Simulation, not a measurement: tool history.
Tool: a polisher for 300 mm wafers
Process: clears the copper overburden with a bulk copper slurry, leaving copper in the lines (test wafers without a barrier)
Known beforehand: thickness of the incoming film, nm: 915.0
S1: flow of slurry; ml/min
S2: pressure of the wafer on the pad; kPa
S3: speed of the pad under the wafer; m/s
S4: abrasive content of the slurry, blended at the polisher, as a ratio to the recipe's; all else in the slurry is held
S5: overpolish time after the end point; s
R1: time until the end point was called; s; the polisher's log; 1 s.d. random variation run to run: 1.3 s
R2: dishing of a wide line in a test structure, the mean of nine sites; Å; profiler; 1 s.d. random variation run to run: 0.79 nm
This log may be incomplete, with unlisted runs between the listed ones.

run,hour,S1,S2,S3,S4,S5,R1,R2
1,0.0,230,20.0,0.98,1.00,13,99.254,790.92
2,4.1,230,20.0,0.88,1.00,13,110.270,726.93
3,10.1,235,19.3,0.98,1.05,11,104.800,699.22
4,13.8,215,22.1,0.90,0.90,9,105.770,603.58
5,21.9,200,24.1,0.90,0.80,8,97.648,535.86
6,24.7,200,21.4,0.90,0.80,8,106.340,499.36
7,29.6,185,21.4,0.98,0.75,7,104.330,473.92

For run 8, what comes out?
8,32.6,140,20.0,1.26,0.50,4,?,?

{"run 8": {"R1": 96.96, "R2": 293.72}}

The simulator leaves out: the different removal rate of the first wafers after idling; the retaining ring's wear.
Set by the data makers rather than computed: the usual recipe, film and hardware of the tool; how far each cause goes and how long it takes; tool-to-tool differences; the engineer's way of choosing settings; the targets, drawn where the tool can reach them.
